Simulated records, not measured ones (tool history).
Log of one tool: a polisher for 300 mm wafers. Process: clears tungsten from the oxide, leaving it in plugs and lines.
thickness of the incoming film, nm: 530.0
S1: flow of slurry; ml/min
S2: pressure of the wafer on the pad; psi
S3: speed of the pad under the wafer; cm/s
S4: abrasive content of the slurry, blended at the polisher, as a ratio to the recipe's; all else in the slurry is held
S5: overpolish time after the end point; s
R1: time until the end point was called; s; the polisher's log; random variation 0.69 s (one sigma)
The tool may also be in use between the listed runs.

run	day	S1	S2	S3	S4	S5	R1
1	0.000	285	4.4	106	1.0	30	79.642
2	0.092	285	5.1	106	1.0	30	70.748
3	0.162	285	5.3	106	1.0	30	66.025
4	0.308	285	5.5	106	1.0	30	66.257
5	0.675	285	5.5	106	1.1	30	61.981
6	0.779	285	5.6	106	1.1	30	61.660
7	0.925	285	5.7	106	1.1	30	61.426

The next listed run, before its measurement:
8	0.971	285	5.8	106	1.1	30	?

Run 8 gave R1 61.275 s.
